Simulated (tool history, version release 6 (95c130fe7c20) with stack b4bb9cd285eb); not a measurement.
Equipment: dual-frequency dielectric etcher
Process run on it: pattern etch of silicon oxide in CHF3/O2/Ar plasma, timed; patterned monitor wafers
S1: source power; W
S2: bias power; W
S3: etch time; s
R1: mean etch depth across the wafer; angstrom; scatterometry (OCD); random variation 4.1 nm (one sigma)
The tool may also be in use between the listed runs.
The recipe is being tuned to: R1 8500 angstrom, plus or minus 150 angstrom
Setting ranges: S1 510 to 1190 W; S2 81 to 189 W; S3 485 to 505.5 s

| run | hour | S1 | S2 | S3 | R1 |
|---|---|---|---|---|---|
| 1 | 0 | 850 | 135 | 485 | 9292.2 |
| 2 | 7.8 | 850 | 135 | 505.5 | 9627.6 |
| 3 | 8.9 | 820 | 134 | 505.5 | 9445.4 |
| 4 | 12.4 | 820 | 142 | 505.5 | 9539.8 |
| 5 | 21 | 820 | 142 | 505.5 | 9532.8 |
| 6 | 24.1 | 820 | 142 | 505.5 | 9534 |
| 7 | 26.5 | 800 | 141 | 505.5 | 9372.2 |
| 8 | 34.4 | 790 | 141 | 505.5 | 9304.7 |
| 9 | 37.9 | 780 | 141 | 505.5 | 9236.9 |
| 10 | 41.7 | 770 | 141 | 505.5 | 9131.3 |
| 11 | 48.5 | 760 | 141 | 505.5 | 9017.8 |
| 12 | 56.9 | 750 | 141 | 505.5 | 9052.2 |
| 13 | 59.6 | 750 | 141 | 505.5 | 8978 |
| 14 | 65.8 | 740 | 141 | 505.5 | 8934.9 |
| 15 | 71.8 | 730 | 141 | 505.5 | 8781.9 |

Consider the 4 candidate settings below. Which is the only one whose results all fall within their allowed miss of target?
| A | 77.8 | 800 | 151 | 486 | ? |
| B | 77.8 | 720 | 145 | 488.5 | ? |
| C | 77.8 | 790 | 139 | 501 | ? |
| D | 77.8 | 690 | 157 | 504.5 | ? |

| move | R1 |
|---|---|
| A | 9144.9 |
| B | 8526.5 |
| C | 9171 |
| D | 8738 |
A: the biggest miss grows against the last run
B: all results land within tolerance of their targets
C: the biggest miss grows against the last run
D: better than the last run, though not everything is in spec
Go with B: it meets all targets.

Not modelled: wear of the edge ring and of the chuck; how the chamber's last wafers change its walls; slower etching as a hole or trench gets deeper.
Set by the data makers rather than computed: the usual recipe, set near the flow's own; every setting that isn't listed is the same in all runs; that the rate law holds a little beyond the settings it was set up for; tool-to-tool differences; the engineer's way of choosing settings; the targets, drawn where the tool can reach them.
